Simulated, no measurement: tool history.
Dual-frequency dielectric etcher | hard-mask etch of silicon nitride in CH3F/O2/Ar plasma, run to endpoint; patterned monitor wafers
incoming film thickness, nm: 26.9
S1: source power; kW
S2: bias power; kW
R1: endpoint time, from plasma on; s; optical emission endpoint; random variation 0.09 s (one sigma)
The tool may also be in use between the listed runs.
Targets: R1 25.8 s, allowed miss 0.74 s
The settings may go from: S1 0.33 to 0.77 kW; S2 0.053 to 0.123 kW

| run | hour | S1 | S2 | R1 |
|---|---|---|---|---|
| 1 | 0 | 0.55 | 0.088 | 30.536 |
| 2 | 1.1 | 0.58 | 0.091 | 29.292 |
| 3 | 4 | 0.58 | 0.104 | 27.617 |
| 4 | 9.1 | 0.58 | 0.094 | 28.91 |
| 5 | 17.2 | 0.6 | 0.095 | 28.376 |
| 6 | 18.2 | 0.56 | 0.095 | 29.251 |
| 7 | 23.9 | 0.58 | 0.096 | 28.507 |
| 8 | 26.9 | 0.58 | 0.096 | 28.383 |
| 9 | 30.6 | 0.6 | 0.097 | 28.188 |
| 10 | 37.6 | 0.62 | 0.098 | 27.517 |
| 11 | 46.2 | 0.63 | 0.099 | 27.294 |
| 12 | 47.4 | 0.64 | 0.1 | 26.989 |
| 13 | 55.3 | 0.65 | 0.101 | 26.586 |

5 next moves are on the table. One of them brings every result within its allowed miss. Which?
| A | 63.2 | 0.65 | 0.107 | ? |
| B | 63.2 | 0.62 | 0.1 | ? |
| C | 63.2 | 0.65 | 0.09 | ? |
| D | 63.2 | 0.62 | 0.096 | ? |
| E | 63.2 | 0.56 | 0.103 | ? |

| move | R1 |
|---|---|
| A | 25.958 |
| B | 27.277 |
| C | 28.015 |
| D | 27.774 |
| E | 28.098 |
A: meets every target
B: further off than the last run
C: further off than the last run
D: further off than the last run
E: further off than the last run
The right move is A.
